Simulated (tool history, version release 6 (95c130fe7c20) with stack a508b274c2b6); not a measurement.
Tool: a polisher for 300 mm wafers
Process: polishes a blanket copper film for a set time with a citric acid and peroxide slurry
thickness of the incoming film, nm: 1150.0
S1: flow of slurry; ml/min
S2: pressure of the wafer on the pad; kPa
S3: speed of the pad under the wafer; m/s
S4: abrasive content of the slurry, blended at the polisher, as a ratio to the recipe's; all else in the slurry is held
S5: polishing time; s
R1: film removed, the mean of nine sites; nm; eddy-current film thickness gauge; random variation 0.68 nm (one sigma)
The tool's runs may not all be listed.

| run | day | S1 | S2 | S3 | S4 | S5 | R1 |
|---|---|---|---|---|---|---|---|
| 1 | 0.000 | 130 | 26.2 | 1.24 | 1.00 | 63 | 200.000 |
| 2 | 0.175 | 130 | 26.2 | 1.24 | 1.15 | 63 | 202.680 |
| 3 | 0.404 | 130 | 26.2 | 1.36 | 1.15 | 63 | 223.490 |
| 4 | 0.592 | 125 | 22.1 | 1.18 | 1.15 | 63 | 172.590 |
| 5 | 0.746 | 145 | 22.1 | 1.18 | 1.15 | 63 | 174.470 |
| 6 | 0.788 | 145 | 19.3 | 1.18 | 1.15 | 63 | 160.410 |
| 7 | 1.067 | 135 | 17.2 | 1.00 | 1.10 | 63 | 126.500 |
| 8 | 1.438 | 110 | 11.7 | 0.64 | 1.05 | 63 | 60.136 |
| 9 | 1.654 | 125 | 11.7 | 0.64 | 1.05 | 63 | 63.150 |
| 10 | 1.971 | 135 | 11.7 | 0.64 | 1.05 | 63 | 63.843 |
| 11 | 2.117 | 145 | 12.4 | 0.64 | 1.05 | 63 | 67.831 |

Forecast run 12:
| 12 | 2.221 | 150 | 12.4 | 0.64 | 1.05 | 63 | ? |

R1: 67.488 nm
